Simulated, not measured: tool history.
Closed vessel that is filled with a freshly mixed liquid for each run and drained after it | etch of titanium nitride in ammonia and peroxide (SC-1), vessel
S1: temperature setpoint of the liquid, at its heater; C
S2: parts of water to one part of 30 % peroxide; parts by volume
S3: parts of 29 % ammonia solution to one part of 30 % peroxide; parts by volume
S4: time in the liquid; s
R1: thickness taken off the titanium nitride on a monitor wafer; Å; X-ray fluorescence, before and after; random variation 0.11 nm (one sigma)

run  hour    S1   S2   S3   S4      R1
  1     0    49  7.5  0.8  130  62.921
  2     1  50.5  7.5  0.8  130  71.278
  3   9.1  51.5  7.5  0.8  130  75.674
  4  14.1  52.5  7.5  0.8  130  80.991
  5  16.8    46  7.5  0.8  130  51.312
  6  18.7    48  7.5  0.8  130  58.728
  7  22.2  49.5  7.5  0.8  130  65.244

The next listed run, before its measurement:
  8  29.8  51  7.5  0.8  130   ?

R1: 73.498 Å
